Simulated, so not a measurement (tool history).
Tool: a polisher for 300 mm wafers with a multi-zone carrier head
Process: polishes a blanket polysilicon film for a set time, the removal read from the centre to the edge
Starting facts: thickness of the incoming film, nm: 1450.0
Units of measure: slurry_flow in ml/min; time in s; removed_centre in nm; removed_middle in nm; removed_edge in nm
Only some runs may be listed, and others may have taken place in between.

Run 1, day 0.000: slurry_flow 195 ml/min, centre_zone 1.00, middle_zone 1.00, edge_zone 1.00, time 44 s. Result: removed_centre 309.07 nm, removed_middle 315.14 nm, removed_edge 316.14 nm.
Run 2, day 0.204: slurry_flow 195 ml/min, centre_zone 1.00, middle_zone 1.00, edge_zone 1.05, time 44 s. Result: removed_centre 308.63 nm, removed_middle 316.14 nm, removed_edge 324.87 nm.
Run 3, day 0.467: slurry_flow 195 ml/min, centre_zone 1.00, middle_zone 1.00, edge_zone 1.11, time 44 s. Result: removed_centre 313.46 nm, removed_middle 317.09 nm, removed_edge 337.74 nm.
Run 4, day 0.675: slurry_flow 195 ml/min, centre_zone 1.00, middle_zone 1.00, edge_zone 1.11, time 50 s. Result: removed_centre 347.12 nm, removed_middle 361.66 nm, removed_edge 381.33 nm.
Run 5, day 0.750: slurry_flow 190 ml/min, centre_zone 1.01, middle_zone 0.98, edge_zone 1.07, time 49 s. Result: removed_centre 345.07 nm, removed_middle 347.86 nm, removed_edge 363.97 nm.
Run 6, day 0.858: slurry_flow 190 ml/min, centre_zone 1.01, middle_zone 0.98, edge_zone 1.07, time 57 s. Result: removed_centre 408.58 nm, removed_middle 398.84 nm, removed_edge 430.05 nm.
Run 7, day 0.967: slurry_flow 185 ml/min, centre_zone 1.01, middle_zone 0.96, edge_zone 1.03, time 55 s. Result: removed_centre 376.69 nm, removed_middle 382.02 nm, removed_edge 405.53 nm.
Run 8, day 1.008: slurry_flow 185 ml/min, centre_zone 1.03, middle_zone 0.95, edge_zone 1.01, time 53 s. Result: removed_centre 372.99 nm, removed_middle 362.98 nm, removed_edge 387.03 nm.
Run 9, day 1.258: slurry_flow 185 ml/min, centre_zone 1.04, middle_zone 0.94, edge_zone 0.99, time 51 s. Result: removed_centre 368.23 nm, removed_middle 346.95 nm, removed_edge 360.49 nm.
Run 10, day 1.321: slurry_flow 180 ml/min, centre_zone 1.04, middle_zone 0.92, edge_zone 0.97, time 50 s. Result: removed_centre 364.28 nm, removed_middle 332.11 nm, removed_edge 354.23 nm.
Run 11, day 1.671: slurry_flow 180 ml/min, centre_zone 1.04, middle_zone 0.91, edge_zone 0.95, time 49 s. Result: removed_centre 351.49 nm, removed_middle 321.53 nm, removed_edge 343.74 nm.
Run 12, day 1.771: slurry_flow 180 ml/min, centre_zone 1.04, middle_zone 0.91, edge_zone 0.93, time 48 s. Result: removed_centre 341.53 nm, removed_middle 316.45 nm, removed_edge 329.81 nm.
Run 13, day 1.946: slurry_flow 175 ml/min, centre_zone 1.04, middle_zone 0.90, edge_zone 0.91, time 48 s. Result: removed_centre 341.69 nm, removed_middle 315.01 nm, removed_edge 328.67 nm.

Estimate the outcome of run 14 from the log above:
Run 14, day 2.250: slurry_flow 175 ml/min, centre_zone 1.04, middle_zone 0.89, edge_zone 0.90, time 47 s. Result: removed_centre ?, removed_middle ?, removed_edge ?.

Run 14 came out at removed_centre 330.98 nm, removed_middle 300.53 nm, removed_edge 322.62 nm.
